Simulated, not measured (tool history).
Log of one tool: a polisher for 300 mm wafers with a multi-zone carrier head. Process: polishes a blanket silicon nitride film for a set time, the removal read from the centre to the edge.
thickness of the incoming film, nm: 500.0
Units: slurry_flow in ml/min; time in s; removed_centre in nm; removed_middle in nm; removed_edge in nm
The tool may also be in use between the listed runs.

| run | hour | slurry_flow | centre_zone | middle_zone | edge_zone | time | removed_centre | removed_middle | removed_edge |
|---|---|---|---|---|---|---|---|---|---|
| 1 | 0.0 | 170 | 1.00 | 1.00 | 1.00 | 60 | 124.310 | 125.510 | 121.260 |
| 2 | 1.2 | 175 | 1.01 | 0.98 | 1.03 | 61 | 128.030 | 125.290 | 126.000 |
| 3 | 8.8 | 175 | 1.01 | 0.98 | 1.03 | 49 | 102.920 | 99.635 | 99.950 |
| 4 | 12.5 | 175 | 1.01 | 1.04 | 1.03 | 49 | 100.780 | 105.310 | 100.640 |
| 5 | 13.2 | 180 | 1.02 | 1.02 | 1.05 | 51 | 109.630 | 107.830 | 107.400 |
| 6 | 21.8 | 180 | 1.02 | 1.02 | 1.05 | 36 | 75.677 | 76.251 | 75.578 |
| 7 | 28.0 | 185 | 1.03 | 1.01 | 1.07 | 40 | 86.956 | 84.520 | 84.042 |
| 8 | 30.6 | 225 | 0.98 | 0.91 | 1.17 | 57 | 119.560 | 111.580 | 128.040 |
| 9 | 37.4 | 225 | 0.99 | 0.90 | 1.17 | 58 | 123.930 | 112.710 | 131.610 |
| 10 | 41.8 | 225 | 1.00 | 0.90 | 1.17 | 59 | 128.990 | 116.510 | 132.990 |
| 11 | 50.5 | 225 | 1.00 | 0.90 | 1.17 | 59 | 128.030 | 118.180 | 131.130 |

Run 12 comes next. What will it give?
| 12 | 51.6 | 225 | 1.00 | 0.89 | 1.17 | 60 | ? | ? | ? |

removed_centre: 126.100 nm
removed_middle: 118.100 nm
removed_edge: 134.400 nm
